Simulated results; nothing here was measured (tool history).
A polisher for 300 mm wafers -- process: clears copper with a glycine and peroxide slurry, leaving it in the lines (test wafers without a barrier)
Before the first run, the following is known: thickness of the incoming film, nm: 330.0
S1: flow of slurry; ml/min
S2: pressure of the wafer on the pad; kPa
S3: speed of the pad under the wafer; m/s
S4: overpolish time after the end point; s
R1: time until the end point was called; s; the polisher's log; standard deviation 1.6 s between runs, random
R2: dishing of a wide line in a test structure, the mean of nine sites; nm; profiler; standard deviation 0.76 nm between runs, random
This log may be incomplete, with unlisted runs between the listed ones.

{"run": 1, "hour": 0.0, "S1": 275, "S2": 16.5, "S3": 0.76, "S4": 26, "R1": 94.388, "R2": 48.558}
{"run": 2, "hour": 7.5, "S1": 275, "S2": 17.2, "S3": 0.76, "S4": 28, "R1": 89.637, "R2": 51.307}
{"run": 3, "hour": 12.1, "S1": 275, "S2": 13.8, "S3": 0.76, "S4": 28, "R1": 96.957, "R2": 47.636}
{"run": 4, "hour": 19.3, "S1": 275, "S2": 15.2, "S3": 0.76, "S4": 28, "R1": 98.541, "R2": 49.555}
{"run": 5, "hour": 21.4, "S1": 275, "S2": 16.5, "S3": 0.76, "S4": 30, "R1": 96.792, "R2": 53.038}
{"run": 6, "hour": 30.0, "S1": 275, "S2": 17.9, "S3": 0.78, "S4": 31, "R1": 88.905, "R2": 55.282}
{"run": 7, "hour": 36.5, "S1": 275, "S2": 18.6, "S3": 0.78, "S4": 32, "R1": 87.938, "R2": 58.486}

For run 8, what comes out?
{"run": 8, "hour": 44.0, "S1": 275, "S2": 20, "S3": 0.78, "S4": 34, "R1": "?", "R2": "?"}

Run 8 yielded R1 84.471 s, R2 59.564 nm.
